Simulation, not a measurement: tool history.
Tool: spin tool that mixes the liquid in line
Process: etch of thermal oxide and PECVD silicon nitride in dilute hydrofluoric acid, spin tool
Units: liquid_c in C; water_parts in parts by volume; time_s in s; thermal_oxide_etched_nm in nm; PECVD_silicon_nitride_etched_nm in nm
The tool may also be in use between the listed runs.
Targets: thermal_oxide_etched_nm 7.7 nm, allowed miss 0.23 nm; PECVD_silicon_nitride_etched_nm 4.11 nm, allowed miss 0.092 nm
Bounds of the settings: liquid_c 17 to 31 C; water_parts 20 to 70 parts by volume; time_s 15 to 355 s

run	hour	liquid_c	water_parts	time_s	thermal_oxide_etched_nm	PECVD_silicon_nitride_etched_nm
1	0	23	40	180	22.664	9.9978
2	2.9	26	40	180	25.468	12.367
3	10.4	26	40	235	33.415	16.101
4	12.7	26	45	235	29.261	14.253
5	14	26	50	220	24.208	11.953
6	18.8	26	55	205	20.602	10.088
7	26.1	26	55	185	18.441	9.1285
8	30.5	25.5	70	95	7.2972	3.5934
9	39.3	26	70	95	7.4035	3.6892
10	47.9	29	70	85	7.4783	4.0204
11	48.9	29	70	90	7.8402	4.2523

5 next moves are on the table. One of them brings every result within its allowed miss. Which?
A	49.9	30.5	70	85	?	?
B	49.9	31	70	80	?	?
C	49.9	29.5	70	90	?	?
D	49.9	29	60	75	?	?
E	49.9	30.5	65	80	?	?

move	thermal_oxide_etched_nm	PECVD_silicon_nitride_etched_nm
A	7.8414	4.4549
B	7.5227	4.3279
C	7.989	4.4256
D	7.7303	4.1627
E	8.0081	4.5147
A: further off than the last run
B: further off than the last run
C: further off than the last run
D: meets every target
E: further off than the last run
The right move is D.
